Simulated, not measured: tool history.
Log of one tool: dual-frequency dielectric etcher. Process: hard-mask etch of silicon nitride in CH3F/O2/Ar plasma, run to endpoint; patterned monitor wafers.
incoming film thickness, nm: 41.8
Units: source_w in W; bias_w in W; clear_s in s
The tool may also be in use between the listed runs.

| run | hour | source_w | bias_w | clear_s |
|---|---|---|---|---|
| 1 | 0 | 300 | 52 | 73.144 |
| 2 | 7.4 | 300 | 58 | 70.664 |
| 3 | 8.3 | 280 | 57 | 73.042 |
| 4 | 11.8 | 260 | 56 | 75.794 |
| 5 | 12.3 | 260 | 50 | 78.436 |
| 6 | 16.3 | 250 | 50 | 79.902 |
| 7 | 19.6 | 240 | 50 | 81.176 |

Forecast run 8:
| 8 | 25.1 | 190 | 49 | ? |

Run 8 gave clear_s 91.534 s.

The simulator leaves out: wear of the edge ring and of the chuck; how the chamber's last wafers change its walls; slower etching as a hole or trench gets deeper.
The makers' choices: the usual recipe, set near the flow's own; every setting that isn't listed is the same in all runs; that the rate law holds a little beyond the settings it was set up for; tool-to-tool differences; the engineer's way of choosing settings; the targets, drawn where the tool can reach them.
